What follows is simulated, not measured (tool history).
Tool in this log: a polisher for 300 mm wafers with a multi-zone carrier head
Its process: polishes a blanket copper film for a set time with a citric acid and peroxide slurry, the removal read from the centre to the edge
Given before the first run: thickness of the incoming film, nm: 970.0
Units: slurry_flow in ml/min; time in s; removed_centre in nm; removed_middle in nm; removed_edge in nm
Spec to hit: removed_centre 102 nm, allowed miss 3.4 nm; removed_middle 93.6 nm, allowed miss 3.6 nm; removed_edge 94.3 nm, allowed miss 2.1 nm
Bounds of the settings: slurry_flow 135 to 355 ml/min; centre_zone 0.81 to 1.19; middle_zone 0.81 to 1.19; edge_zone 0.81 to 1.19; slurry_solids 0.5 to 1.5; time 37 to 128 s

| run | hour | slurry_flow | centre_zone | middle_zone | edge_zone | slurry_solids | time | removed_centre | removed_middle | removed_edge |
|---|---|---|---|---|---|---|---|---|---|---|
| 1 | 0 | 225 | 1 | 1 | 1 | 1 | 82 | 185.21 | 183.2 | 186.24 |
| 2 | 1.7 | 225 | 0.95 | 1 | 1 | 1 | 82 | 176.45 | 186.88 | 189.18 |
| 3 | 6.2 | 215 | 0.97 | 0.98 | 0.95 | 0.85 | 70 | 147.51 | 149.01 | 150.9 |
| 4 | 8.7 | 215 | 0.97 | 0.98 | 0.89 | 0.85 | 70 | 149.35 | 150.39 | 147.2 |
| 5 | 15.9 | 235 | 0.97 | 0.98 | 0.89 | 0.85 | 70 | 149.25 | 151.79 | 149.08 |
| 6 | 21.9 | 235 | 0.97 | 0.98 | 0.96 | 0.85 | 70 | 151.13 | 150.15 | 152.16 |
| 7 | 29.9 | 235 | 0.97 | 0.97 | 0.93 | 0.75 | 62 | 126.68 | 126.9 | 129.16 |
| 8 | 37.7 | 235 | 0.97 | 0.97 | 0.93 | 0.75 | 62 | 128.93 | 127.98 | 128.82 |
| 9 | 38.5 | 210 | 1 | 0.9 | 0.83 | 0.5 | 43 | 82.506 | 75.925 | 78.289 |
| 10 | 45.3 | 210 | 1 | 0.9 | 0.83 | 0.5 | 43 | 81.485 | 75.617 | 77.025 |
| 11 | 46.2 | 240 | 1.02 | 0.93 | 0.88 | 0.5 | 43 | 84.73 | 79.969 | 79.446 |
| 12 | 52.4 | 240 | 1.05 | 0.95 | 0.94 | 0.55 | 43 | 89.767 | 80.843 | 83.315 |
| 13 | 60.1 | 240 | 1.05 | 0.95 | 0.94 | 0.55 | 43 | 90.632 | 82.772 | 83.815 |
| 14 | 66.5 | 255 | 1.06 | 0.97 | 0.98 | 0.6 | 43 | 94.608 | 86.319 | 88.167 |
| 15 | 67.6 | 270 | 1.06 | 0.98 | 0.99 | 0.6 | 43 | 93.84 | 86.499 | 88.407 |
| 16 | 76.3 | 270 | 1.07 | 1 | 1.01 | 0.65 | 43 | 97.394 | 89.569 | 91.897 |
| 17 | 79.8 | 275 | 1.08 | 1.01 | 1.01 | 0.65 | 43 | 99.917 | 92.036 | 91.059 |
| 18 | 84.8 | 280 | 1.08 | 1.01 | 1.02 | 0.65 | 43 | 97.878 | 90.476 | 91.607 |

5 next moves are on the table. One of them brings every result within its allowed miss. Which?
| A | 89.8 | 300 | 1.15 | 1.11 | 1.18 | 0.5 | 44 | ? | ? | ? |
| B | 89.8 | 290 | 1 | 1.07 | 1.05 | 0.55 | 44 | ? | ? | ? |
| C | 89.8 | 220 | 1.11 | 1.09 | 0.98 | 0.55 | 44 | ? | ? | ? |
| D | 89.8 | 270 | 1.13 | 0.98 | 1.08 | 0.55 | 42 | ? | ? | ? |
| E | 89.8 | 155 | 1.09 | 1.11 | 1.03 | 0.85 | 42 | ? | ? | ? |

| move | removed_centre | removed_middle | removed_edge |
|---|---|---|---|
| A | 101.78 | 94.404 | 93.788 |
| B | 90.119 | 93.895 | 90.975 |
| C | 96.374 | 91.867 | 86.105 |
| D | 96.398 | 83.593 | 87.457 |
| E | 93.417 | 92.565 | 88.908 |
A: each result inside its tolerance
B: its largest miss is bigger than the last run's
C: its largest miss is bigger than the last run's
D: its largest miss is bigger than the last run's
E: its largest miss is bigger than the last run's
Answer: A
